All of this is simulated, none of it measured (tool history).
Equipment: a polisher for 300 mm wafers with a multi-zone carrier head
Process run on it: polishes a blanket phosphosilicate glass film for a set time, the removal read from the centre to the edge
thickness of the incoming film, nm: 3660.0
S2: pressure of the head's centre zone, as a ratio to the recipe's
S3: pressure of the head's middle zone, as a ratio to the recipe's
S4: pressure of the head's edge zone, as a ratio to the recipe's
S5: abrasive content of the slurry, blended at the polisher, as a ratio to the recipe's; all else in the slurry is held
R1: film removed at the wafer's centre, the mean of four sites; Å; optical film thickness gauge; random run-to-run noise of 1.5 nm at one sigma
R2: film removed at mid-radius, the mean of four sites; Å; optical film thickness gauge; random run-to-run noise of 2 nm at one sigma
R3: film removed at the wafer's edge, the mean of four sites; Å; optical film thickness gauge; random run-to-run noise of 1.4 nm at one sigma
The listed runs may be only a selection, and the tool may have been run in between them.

Run 1, hour 0: flow of slurry (ml/min) 175, S2 1, S3 1, S4 1, S5 1, polishing time (s) 34. Result: R1 2288.1 Å, R2 2376.5 Å, R3 2246.3 Å.
Run 2, hour 5.1: flow of slurry (ml/min) 175, S2 1, S3 1, S4 1, S5 0.9, polishing time (s) 34. Result: R1 2175.8 Å, R2 2201.2 Å, R3 2121.5 Å.
Run 3, hour 6.1: flow of slurry (ml/min) 170, S2 1.01, S3 0.97, S4 0.96, S5 0.85, polishing time (s) 34. Result: R1 2137.4 Å, R2 2084.2 Å, R3 2038.8 Å.
Run 4, hour 9.3: flow of slurry (ml/min) 165, S2 1.02, S3 0.95, S4 0.93, S5 0.8, polishing time (s) 34. Result: R1 2066.9 Å, R2 1942.6 Å, R3 1963.1 Å.
Run 5, hour 12.5: flow of slurry (ml/min) 205, S2 1.02, S3 0.95, S4 0.93, S5 0.8, polishing time (s) 34. Result: R1 2160.9 Å, R2 2044.8 Å, R3 2023.6 Å.
Run 6, hour 16.3: flow of slurry (ml/min) 195, S2 1.03, S3 0.94, S4 0.9, S5 0.75, polishing time (s) 34. Result: R1 2063.6 Å, R2 1930.8 Å, R3 1915.3 Å.

Expected results for the next run?
Run 7, hour 20.1: flow of slurry (ml/min) 185, S2 1.04, S3 0.93, S4 0.88, S5 0.7, polishing time (s) 34. Result: R1 ?, R2 ?, R3 ?.

R1: 2010.2 Å
R2: 1824.3 Å
R3: 1773 Å

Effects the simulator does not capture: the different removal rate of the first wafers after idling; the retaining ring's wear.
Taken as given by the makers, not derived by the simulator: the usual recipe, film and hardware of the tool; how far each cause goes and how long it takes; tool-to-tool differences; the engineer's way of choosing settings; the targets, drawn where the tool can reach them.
